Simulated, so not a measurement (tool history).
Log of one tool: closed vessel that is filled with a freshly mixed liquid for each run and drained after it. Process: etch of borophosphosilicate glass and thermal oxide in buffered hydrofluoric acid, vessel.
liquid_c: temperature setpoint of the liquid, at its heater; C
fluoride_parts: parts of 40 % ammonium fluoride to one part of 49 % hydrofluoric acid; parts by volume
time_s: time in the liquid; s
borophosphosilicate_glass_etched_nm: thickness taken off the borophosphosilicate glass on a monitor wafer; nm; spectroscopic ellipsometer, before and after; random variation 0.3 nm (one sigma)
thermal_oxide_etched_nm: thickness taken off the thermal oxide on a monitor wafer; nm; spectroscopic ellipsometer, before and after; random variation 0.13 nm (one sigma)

run  hour  liquid_c  fluoride_parts  time_s  borophosphosilicate_glass_etched_nm  thermal_oxide_etched_nm
  1     0        23              22      60                               90.622                   31.037
  2   7.7        23              17      60                               113.95                   39.106
  3  15.5      19.5              17      60                               93.519                   31.775
  4  22.2      19.5              17      40                               62.369                   21.365
  5    24      21.5              17      40                               69.723                   23.851
  6  25.4      21.5            14.5      40                               81.669                   28.012
  7    29      22.5            14.5      40                               86.611                   29.578

Run 8 comes next. What will it give?
  8  37.5      25.5            14.5      40                                    ?                        ?

Run 8 gave borophosphosilicate_glass_etched_nm 102.07 nm, thermal_oxide_etched_nm 34.929 nm.
